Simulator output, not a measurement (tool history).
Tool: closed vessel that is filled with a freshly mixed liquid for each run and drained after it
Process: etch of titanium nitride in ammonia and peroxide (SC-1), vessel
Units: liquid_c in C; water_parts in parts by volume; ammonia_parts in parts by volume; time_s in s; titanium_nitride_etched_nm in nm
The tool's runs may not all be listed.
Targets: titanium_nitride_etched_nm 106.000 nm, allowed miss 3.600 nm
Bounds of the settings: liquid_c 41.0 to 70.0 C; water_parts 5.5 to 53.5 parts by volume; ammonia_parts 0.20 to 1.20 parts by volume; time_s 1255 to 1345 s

{"run": 1, "hour": 0.0, "liquid_c": 57.0, "water_parts": 29.5, "ammonia_parts": 0.85, "time_s": 1255, "titanium_nitride_etched_nm": 92.611}
{"run": 2, "hour": 0.7, "liquid_c": 57.0, "water_parts": 29.5, "ammonia_parts": 0.7, "time_s": 1255, "titanium_nitride_etched_nm": 87.92}
{"run": 3, "hour": 8.5, "liquid_c": 57.0, "water_parts": 34.5, "ammonia_parts": 0.7, "time_s": 1255, "titanium_nitride_etched_nm": 80.361}
{"run": 4, "hour": 9.8, "liquid_c": 58.0, "water_parts": 34.5, "ammonia_parts": 0.7, "time_s": 1255, "titanium_nitride_etched_nm": 85.99}
{"run": 5, "hour": 13.6, "liquid_c": 58.5, "water_parts": 34.5, "ammonia_parts": 0.7, "time_s": 1255, "titanium_nitride_etched_nm": 89.329}
{"run": 6, "hour": 18.7, "liquid_c": 59.0, "water_parts": 34.5, "ammonia_parts": 0.7, "time_s": 1255, "titanium_nitride_etched_nm": 90.674}
{"run": 7, "hour": 26.6, "liquid_c": 59.5, "water_parts": 34.5, "ammonia_parts": 0.7, "time_s": 1255, "titanium_nitride_etched_nm": 96.081}
{"run": 8, "hour": 34.7, "liquid_c": 60.0, "water_parts": 34.5, "ammonia_parts": 0.7, "time_s": 1255, "titanium_nitride_etched_nm": 98.34}
{"run": 9, "hour": 37.6, "liquid_c": 60.5, "water_parts": 34.5, "ammonia_parts": 0.7, "time_s": 1255, "titanium_nitride_etched_nm": 102.24}

Which of these 5 next moves meets every target?
{"run": "A", "hour": 40.5, "liquid_c": 57.5, "water_parts": 30.5, "ammonia_parts": 0.7, "time_s": 1295, "titanium_nitride_etched_nm": "?"}
{"run": "B", "hour": 40.5, "liquid_c": 58.5, "water_parts": 33.5, "ammonia_parts": 0.9, "time_s": 1255, "titanium_nitride_etched_nm": "?"}
{"run": "C", "hour": 40.5, "liquid_c": 59.5, "water_parts": 37.0, "ammonia_parts": 0.8, "time_s": 1255, "titanium_nitride_etched_nm": "?"}
{"run": "D", "hour": 40.5, "liquid_c": 60.0, "water_parts": 31.0, "ammonia_parts": 0.8, "time_s": 1255, "titanium_nitride_etched_nm": "?"}
{"run": "E", "hour": 40.5, "liquid_c": 58.0, "water_parts": 32.5, "ammonia_parts": 1.15, "time_s": 1255, "titanium_nitride_etched_nm": "?"}

move=A titanium_nitride_etched_nm=91.691
move=B titanium_nitride_etched_nm=94.331
move=C titanium_nitride_etched_nm=93.148
move=D titanium_nitride_etched_nm=106.460
move=E titanium_nitride_etched_nm=97.082
A: further off than the last run
B: further off than the last run
C: further off than the last run
D: meets every target
E: further off than the last run
The right move is D.
